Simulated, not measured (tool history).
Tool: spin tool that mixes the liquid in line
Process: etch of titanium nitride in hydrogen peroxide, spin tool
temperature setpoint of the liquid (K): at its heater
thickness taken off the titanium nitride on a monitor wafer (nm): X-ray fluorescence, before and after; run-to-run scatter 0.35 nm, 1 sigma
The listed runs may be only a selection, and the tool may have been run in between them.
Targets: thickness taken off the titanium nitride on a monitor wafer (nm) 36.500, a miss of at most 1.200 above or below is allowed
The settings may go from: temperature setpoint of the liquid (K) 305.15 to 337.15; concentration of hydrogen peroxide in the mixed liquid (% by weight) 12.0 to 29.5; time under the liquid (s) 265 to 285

run    day  temperature setpoint of the liquid (K)  concentration of hydrogen peroxide in the mixed liquid (% by weight)  time under the liquid (s)  thickness taken off the titanium nitride on a monitor wafer (nm)
  1  0.000                                  321.15                                                                  20.0                        265                                                            20.087
  2  0.250                                  322.15                                                                  20.0                        265                                                            21.679
  3  0.546                                  323.15                                                                  20.0                        265                                                            23.018
  4  0.875                                  320.65                                                                  20.0                        265                                                            19.216
  5  1.183                                  321.65                                                                  20.0                        265                                                            21.033
  6  1.329                                  322.65                                                                  20.0                        265                                                            22.358
  7  1.667                                  323.65                                                                  20.0                        265                                                            23.815
  8  1.962                                  324.15                                                                  20.0                        265                                                            24.558
  9  2.150                                  324.65                                                                  20.0                        265                                                            25.490
 10  2.521                                  325.15                                                                  20.0                        265                                                            26.344
 11  2.562                                  325.65                                                                  20.0                        265                                                            27.641
 12  2.679                                  326.15                                                                  20.0                        265                                                            28.483
 13  2.862                                  326.65                                                                  20.0                        265                                                            29.995
 14  3.125                                  327.15                                                                  20.0                        265                                                            30.638
 15  3.212                                  327.65                                                                  20.0                        265                                                            31.972
 16  3.500                                  328.65                                                                  20.0                        265                                                            34.512

Exercise: of the 5 proposed moves below, exactly one satisfies all targets within the stated allowed misses. Which move is it?
  A  3.788                                  330.15                                                                  17.5                        265                                                                 ?
  B  3.788                                  327.15                                                                  21.0                        285                                                                 ?
  C  3.788                                  328.15                                                                  18.5                        265                                                                 ?
  D  3.788                                  327.15                                                                  21.5                        285                                                                 ?
  E  3.788                                  327.65                                                                  20.0                        275                                                                 ?

move  thickness taken off the titanium nitride on a monitor wafer (nm)
   A                                                            36.996
   B                                                            33.550
   C                                                            32.570
   D                                                            33.720
   E                                                            33.182
A: all results in spec
B: misses by more than the last run did
C: misses by more than the last run did
D: misses by more than the last run did
E: misses by more than the last run did
Move A is the one to make.
